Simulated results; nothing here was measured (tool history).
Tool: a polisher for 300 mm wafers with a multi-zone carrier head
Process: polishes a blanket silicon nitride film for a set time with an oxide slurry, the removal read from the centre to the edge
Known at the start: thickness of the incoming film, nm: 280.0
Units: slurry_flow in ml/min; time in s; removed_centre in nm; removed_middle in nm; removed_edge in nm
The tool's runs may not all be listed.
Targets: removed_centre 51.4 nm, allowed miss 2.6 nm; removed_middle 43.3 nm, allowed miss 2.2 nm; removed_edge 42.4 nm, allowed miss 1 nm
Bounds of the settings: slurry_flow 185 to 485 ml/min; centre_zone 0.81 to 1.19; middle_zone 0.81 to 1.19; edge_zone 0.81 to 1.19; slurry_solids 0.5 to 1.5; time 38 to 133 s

{"run": 1, "hour": 0.0, "slurry_flow": 310, "centre_zone": 1, "middle_zone": 1, "edge_zone": 1, "slurry_solids": 1, "time": 85, "removed_centre": 40.061, "removed_middle": 39.781, "removed_edge": 40.64}
{"run": 2, "hour": 4.6, "slurry_flow": 315, "centre_zone": 1.02, "middle_zone": 1.01, "edge_zone": 1, "slurry_solids": 1, "time": 85, "removed_centre": 40.79, "removed_middle": 40.706, "removed_edge": 40.468}
{"run": 3, "hour": 5.9, "slurry_flow": 320, "centre_zone": 1.04, "middle_zone": 1.01, "edge_zone": 1, "slurry_solids": 1, "time": 85, "removed_centre": 42.099, "removed_middle": 40.429, "removed_edge": 40.236}
{"run": 4, "hour": 7.1, "slurry_flow": 325, "centre_zone": 1.05, "middle_zone": 1.01, "edge_zone": 1.01, "slurry_solids": 1, "time": 85, "removed_centre": 43.823, "removed_middle": 42.087, "removed_edge": 40.263}
{"run": 5, "hour": 10.1, "slurry_flow": 325, "centre_zone": 1.05, "middle_zone": 1.01, "edge_zone": 1.01, "slurry_solids": 1.15, "time": 85, "removed_centre": 45.222, "removed_middle": 43.484, "removed_edge": 42.492}
{"run": 6, "hour": 17.2, "slurry_flow": 325, "centre_zone": 1.06, "middle_zone": 1.01, "edge_zone": 1.01, "slurry_solids": 1.15, "time": 85, "removed_centre": 45.565, "removed_middle": 42.148, "removed_edge": 42.605}
{"run": 7, "hour": 21.3, "slurry_flow": 330, "centre_zone": 1.07, "middle_zone": 1.01, "edge_zone": 1.01, "slurry_solids": 1.15, "time": 85, "removed_centre": 44.89, "removed_middle": 43.933, "removed_edge": 42.579}
{"run": 8, "hour": 26.0, "slurry_flow": 325, "centre_zone": 1.08, "middle_zone": 1, "edge_zone": 1, "slurry_solids": 1.15, "time": 85, "removed_centre": 46.31, "removed_middle": 42.102, "removed_edge": 42.6}
{"run": 9, "hour": 32.1, "slurry_flow": 330, "centre_zone": 1.09, "middle_zone": 1, "edge_zone": 1, "slurry_solids": 1.15, "time": 85, "removed_centre": 45.897, "removed_middle": 42.214, "removed_edge": 42.229}

5 next moves are on the table. One of them brings every result within its allowed miss. Which?
{"run": "A", "hour": 38.2, "slurry_flow": 305, "centre_zone": 1.04, "middle_zone": 1.04, "edge_zone": 1.02, "slurry_solids": 1.1, "time": 86, "removed_centre": "?", "removed_middle": "?", "removed_edge": "?"}
{"run": "B", "hour": 38.2, "slurry_flow": 420, "centre_zone": 1.19, "middle_zone": 1.01, "edge_zone": 1, "slurry_solids": 1.1, "time": 85, "removed_centre": "?", "removed_middle": "?", "removed_edge": "?"}
{"run": "C", "hour": 38.2, "slurry_flow": 360, "centre_zone": 1.15, "middle_zone": 1.07, "edge_zone": 0.93, "slurry_solids": 1.15, "time": 88, "removed_centre": "?", "removed_middle": "?", "removed_edge": "?"}
{"run": "D", "hour": 38.2, "slurry_flow": 335, "centre_zone": 1.1, "middle_zone": 1.16, "edge_zone": 0.9, "slurry_solids": 1.05, "time": 86, "removed_centre": "?", "removed_middle": "?", "removed_edge": "?"}
{"run": "E", "hour": 38.2, "slurry_flow": 260, "centre_zone": 1.12, "middle_zone": 0.99, "edge_zone": 1, "slurry_solids": 1.15, "time": 84, "removed_centre": "?", "removed_middle": "?", "removed_edge": "?"}

move=A removed_centre=44.182 removed_middle=43.088 removed_edge=42.285
move=B removed_centre=51.454 removed_middle=42.644 removed_edge=42.251
move=C removed_centre=51.596 removed_middle=46.455 removed_edge=42.474
move=D removed_centre=46.495 removed_middle=46.832 removed_edge=39.433
move=E removed_centre=46.335 removed_middle=40.347 removed_edge=41.03
A: further off than the last run
B: meets every target
C: brings the result that was furthest off to its target, and leaves another outside
D: further off than the last run
E: nearer than the last run, and not there yet
The right move is B.
